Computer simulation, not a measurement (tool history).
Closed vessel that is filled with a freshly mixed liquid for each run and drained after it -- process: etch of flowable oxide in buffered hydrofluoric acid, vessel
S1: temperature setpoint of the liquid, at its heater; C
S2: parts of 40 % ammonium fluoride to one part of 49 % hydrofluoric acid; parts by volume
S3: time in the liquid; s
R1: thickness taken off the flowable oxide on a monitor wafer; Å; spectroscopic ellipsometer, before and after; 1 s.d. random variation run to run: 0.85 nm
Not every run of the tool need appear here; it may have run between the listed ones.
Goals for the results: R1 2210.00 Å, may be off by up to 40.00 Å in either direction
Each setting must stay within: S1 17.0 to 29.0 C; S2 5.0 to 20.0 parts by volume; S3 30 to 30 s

{"run": 1, "day": 0.0, "S1": 21.0, "S2": 12.0, "S3": 30, "R1": 808.89}
{"run": 2, "day": 0.062, "S1": 19.5, "S2": 12.0, "S3": 30, "R1": 743.89}
{"run": 3, "day": 0.421, "S1": 22.0, "S2": 10.0, "S3": 30, "R1": 1029.0}
{"run": 4, "day": 0.667, "S1": 24.0, "S2": 9.0, "S3": 30, "R1": 1214.8}
{"run": 5, "day": 0.917, "S1": 27.5, "S2": 9.0, "S3": 30, "R1": 1466.5}
{"run": 6, "day": 1.025, "S1": 28.0, "S2": 8.0, "S3": 30, "R1": 1718.4}
{"run": 7, "day": 1.192, "S1": 29.0, "S2": 6.0, "S3": 30, "R1": 2394.8}
{"run": 8, "day": 1.517, "S1": 28.5, "S2": 6.0, "S3": 30, "R1": 2318.8}
{"run": 9, "day": 1.888, "S1": 28.0, "S2": 6.0, "S3": 30, "R1": 2269.3}

Exactly one of the 5 candidate moves below puts every result within its allowed miss. Which one?
{"run": "A", "day": 2.258, "S1": 25.5, "S2": 5.0, "S3": 30, "R1": "?"}
{"run": "B", "day": 2.258, "S1": 29.0, "S2": 6.0, "S3": 30, "R1": "?"}
{"run": "C", "day": 2.258, "S1": 27.0, "S2": 5.5, "S3": 30, "R1": "?"}
{"run": "D", "day": 2.258, "S1": 24.5, "S2": 5.0, "S3": 30, "R1": "?"}
{"run": "E", "day": 2.258, "S1": 27.5, "S2": 5.5, "S3": 30, "R1": "?"}

move=A R1=2316.00
move=B R1=2392.00
move=C R1=2315.80
move=D R1=2194.30
move=E R1=2378.30
A: lands further from the targets than the last run did
B: lands further from the targets than the last run did
C: lands further from the targets than the last run did
D: all results land within tolerance of their targets
E: lands further from the targets than the last run did
D meets every target.
